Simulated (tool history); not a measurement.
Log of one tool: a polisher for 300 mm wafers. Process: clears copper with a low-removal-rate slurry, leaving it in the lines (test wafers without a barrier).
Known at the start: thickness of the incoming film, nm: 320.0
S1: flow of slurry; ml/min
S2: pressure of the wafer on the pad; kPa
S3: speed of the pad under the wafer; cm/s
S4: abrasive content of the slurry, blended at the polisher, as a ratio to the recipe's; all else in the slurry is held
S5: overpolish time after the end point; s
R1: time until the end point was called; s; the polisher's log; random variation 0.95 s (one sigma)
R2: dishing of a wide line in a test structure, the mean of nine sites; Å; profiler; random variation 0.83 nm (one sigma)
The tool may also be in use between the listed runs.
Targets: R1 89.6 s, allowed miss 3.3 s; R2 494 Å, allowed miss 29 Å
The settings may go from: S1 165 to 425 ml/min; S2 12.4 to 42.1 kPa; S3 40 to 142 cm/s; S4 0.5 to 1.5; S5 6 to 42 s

run	day	S1	S2	S3	S4	S5	R1	R2
1	0	275	26.9	90	1	21	71.66	558.58
2	0.1	300	26.9	90	1	21	73.3	555.47
3	0.258	300	26.2	90	1	21	74.832	547.36
4	0.283	345	26.2	90	1	21	73.386	574.62
5	0.558	345	26.2	90	0.9	21	75.371	545.13
6	0.929	345	25.5	90	0.9	21	76.504	514.41
7	1.212	345	24.8	90	0.9	21	80.684	528.94
8	1.471	345	24.1	90	0.9	21	80.348	529.58
9	1.583	345	23.4	90	0.9	21	83.063	496.39
10	1.725	345	22.8	90	0.9	21	84.731	489.57

4 next moves are on the table. One of them brings every result within its allowed miss. Which?
A	1.867	325	20	98	0.75	22	?	?
B	1.867	385	23.4	96	0.8	19	?	?
C	1.867	420	20	98	1	20	?	?
D	1.867	275	26.2	84	1	17	?	?

move	R1	R2
A	90.058	477.77
B	78.871	476.91
C	82.629	474.39
D	78.949	438.73
A: meets every target
B: further off than the last run
C: further off than the last run
D: further off than the last run
The right move is A.
